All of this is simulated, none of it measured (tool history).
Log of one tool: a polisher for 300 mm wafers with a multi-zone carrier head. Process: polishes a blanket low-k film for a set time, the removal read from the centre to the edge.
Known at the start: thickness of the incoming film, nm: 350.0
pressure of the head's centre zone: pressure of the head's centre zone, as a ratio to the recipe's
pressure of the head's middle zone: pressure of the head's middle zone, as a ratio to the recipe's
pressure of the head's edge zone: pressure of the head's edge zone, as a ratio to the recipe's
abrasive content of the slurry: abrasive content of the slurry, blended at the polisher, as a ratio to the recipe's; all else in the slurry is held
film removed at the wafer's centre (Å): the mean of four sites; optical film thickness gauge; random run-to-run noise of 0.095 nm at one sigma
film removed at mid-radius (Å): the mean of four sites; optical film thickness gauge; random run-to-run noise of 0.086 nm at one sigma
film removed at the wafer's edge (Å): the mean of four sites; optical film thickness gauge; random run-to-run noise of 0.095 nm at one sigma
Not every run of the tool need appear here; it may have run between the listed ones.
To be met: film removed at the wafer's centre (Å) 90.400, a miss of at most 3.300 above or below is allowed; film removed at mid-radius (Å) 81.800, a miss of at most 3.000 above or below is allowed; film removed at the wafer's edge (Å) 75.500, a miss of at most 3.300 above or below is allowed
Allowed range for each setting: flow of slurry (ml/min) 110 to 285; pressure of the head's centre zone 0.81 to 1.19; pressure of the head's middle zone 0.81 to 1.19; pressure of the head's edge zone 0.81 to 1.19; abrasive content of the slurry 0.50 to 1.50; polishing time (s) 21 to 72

run	hour	flow of slurry (ml/min)	pressure of the head's centre zone	pressure of the head's middle zone	pressure of the head's edge zone	abrasive content of the slurry	polishing time (s)	film removed at the wafer's centre (Å)	film removed at mid-radius (Å)	film removed at the wafer's edge (Å)
1	0.0	180	1.00	1.00	1.00	1.00	46	122.880	118.030	123.370
2	8.4	185	1.01	1.01	0.97	0.90	44	115.700	110.010	113.530
3	15.2	185	1.01	1.01	0.97	0.80	44	108.440	103.600	108.250
4	19.6	185	1.01	1.01	0.97	0.80	54	134.340	127.700	132.480
5	20.8	185	1.01	1.06	0.97	0.80	54	132.290	131.860	133.310
6	21.9	190	1.03	1.07	0.94	0.75	51	123.050	120.600	119.190
7	24.9	190	1.05	1.08	0.92	0.70	49	117.780	114.010	108.900
8	27.6	185	1.06	1.07	0.90	0.65	47	110.490	107.960	98.768
9	35.5	155	1.07	0.97	0.83	0.50	41	86.151	76.214	74.564
10	38.1	160	1.07	0.98	0.83	0.50	41	85.480	76.425	74.140
11	45.3	190	1.11	1.04	0.83	0.55	41	93.720	83.937	79.930
12	49.8	185	1.11	1.04	0.83	0.55	41	95.311	83.552	78.702

Exercise: of the 5 proposed moves below, exactly one satisfies all targets within the stated allowed misses. Which move is it?
A	54.3	195	1.01	0.93	0.89	0.55	42	?	?	?
B	54.3	195	1.07	1.18	0.81	0.50	38	?	?	?
C	54.3	270	1.12	1.08	0.86	0.70	34	?	?	?
D	54.3	140	1.18	1.15	0.81	0.70	34	?	?	?
E	54.3	180	1.19	1.19	0.81	0.50	38	?	?	?

move	film removed at the wafer's centre (Å)	film removed at mid-radius (Å)	film removed at the wafer's edge (Å)
A	88.675	81.003	83.454
B	81.388	81.833	68.940
C	92.045	83.020	75.801
D	90.614	81.429	70.478
E	89.819	81.634	68.552
A: corrects the largest miss of the last run, while another result sits out of spec
B: moves the result that the last run missed by most past its target, out the other side
C: in spec on every target
D: corrects the largest miss of the last run, while another result sits out of spec
E: corrects the largest miss of the last run, while another result sits out of spec
C meets every target.
